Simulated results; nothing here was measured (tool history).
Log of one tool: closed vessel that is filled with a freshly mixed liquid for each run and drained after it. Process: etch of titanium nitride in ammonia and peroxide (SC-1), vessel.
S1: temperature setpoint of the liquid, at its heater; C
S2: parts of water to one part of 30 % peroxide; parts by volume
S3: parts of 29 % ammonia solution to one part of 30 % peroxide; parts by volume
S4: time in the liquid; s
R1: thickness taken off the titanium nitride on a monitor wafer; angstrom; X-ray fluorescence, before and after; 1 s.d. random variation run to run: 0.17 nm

Run 1, day 0: S1 60 C, S2 27 parts by volume, S3 0.55 parts by volume, S4 295 s. Result: R1 143.11 angstrom.
Run 2, day 0.375: S1 62.5 C, S2 25 parts by volume, S3 0.55 parts by volume, S4 295 s. Result: R1 177.75 angstrom.
Run 3, day 0.562: S1 62.5 C, S2 25 parts by volume, S3 0.55 parts by volume, S4 295 s. Result: R1 177.45 angstrom.
Run 4, day 0.654: S1 62.5 C, S2 31 parts by volume, S3 0.55 parts by volume, S4 295 s. Result: R1 158.38 angstrom.
Run 5, day 0.758: S1 64.5 C, S2 28.5 parts by volume, S3 0.55 parts by volume, S4 295 s. Result: R1 185.52 angstrom.
Run 6, day 0.904: S1 66 C, S2 26 parts by volume, S3 0.55 parts by volume, S4 295 s. Result: R1 217.66 angstrom.
Run 7, day 1.296: S1 67 C, S2 24.5 parts by volume, S3 0.55 parts by volume, S4 295 s. Result: R1 241.38 angstrom.

Predict the results of run 8:
Run 8, day 1.496: S1 68 C, S2 23.5 parts by volume, S3 0.55 parts by volume, S4 295 s. Result: R1 ?.

R1: 259.36 angstrom
